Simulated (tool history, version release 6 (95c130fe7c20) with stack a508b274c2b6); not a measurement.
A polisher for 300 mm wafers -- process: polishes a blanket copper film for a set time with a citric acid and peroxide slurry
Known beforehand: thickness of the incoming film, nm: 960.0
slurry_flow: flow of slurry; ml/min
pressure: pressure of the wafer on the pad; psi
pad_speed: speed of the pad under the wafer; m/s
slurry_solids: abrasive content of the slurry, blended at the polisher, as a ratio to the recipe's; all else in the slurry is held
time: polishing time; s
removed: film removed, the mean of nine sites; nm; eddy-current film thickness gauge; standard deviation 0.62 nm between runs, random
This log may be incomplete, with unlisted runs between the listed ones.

Run 1, day 0: slurry_flow 295 ml/min, pressure 4.2 psi, pad_speed 0.92 m/s, slurry_solids 1, time 18 s. Result: removed 47.491 nm.
Run 2, day 0.088: slurry_flow 295 ml/min, pressure 4.5 psi, pad_speed 0.92 m/s, slurry_solids 1, time 18 s. Result: removed 50.759 nm.
Run 3, day 0.25: slurry_flow 295 ml/min, pressure 4.5 psi, pad_speed 0.92 m/s, slurry_solids 1, time 18 s. Result: removed 50.222 nm.
Run 4, day 0.512: slurry_flow 295 ml/min, pressure 4.8 psi, pad_speed 0.92 m/s, slurry_solids 1, time 18 s. Result: removed 53.862 nm.
Run 5, day 0.546: slurry_flow 295 ml/min, pressure 5 psi, pad_speed 0.92 m/s, slurry_solids 1, time 18 s. Result: removed 55.511 nm.
Run 6, day 0.662: slurry_flow 295 ml/min, pressure 5.2 psi, pad_speed 0.92 m/s, slurry_solids 1, time 18 s. Result: removed 58.681 nm.
Run 7, day 0.925: slurry_flow 295 ml/min, pressure 5.4 psi, pad_speed 0.92 m/s, slurry_solids 1, time 18 s. Result: removed 59.893 nm.
Run 8, day 1.275: slurry_flow 295 ml/min, pressure 5.6 psi, pad_speed 0.92 m/s, slurry_solids 1, time 18 s. Result: removed 62.69 nm.

Run 9 is up next; what results do you expect?
Run 9, day 1.517: slurry_flow 295 ml/min, pressure 5.7 psi, pad_speed 0.92 m/s, slurry_solids 1, time 18 s. Result: removed ?.

removed: 63.373 nm

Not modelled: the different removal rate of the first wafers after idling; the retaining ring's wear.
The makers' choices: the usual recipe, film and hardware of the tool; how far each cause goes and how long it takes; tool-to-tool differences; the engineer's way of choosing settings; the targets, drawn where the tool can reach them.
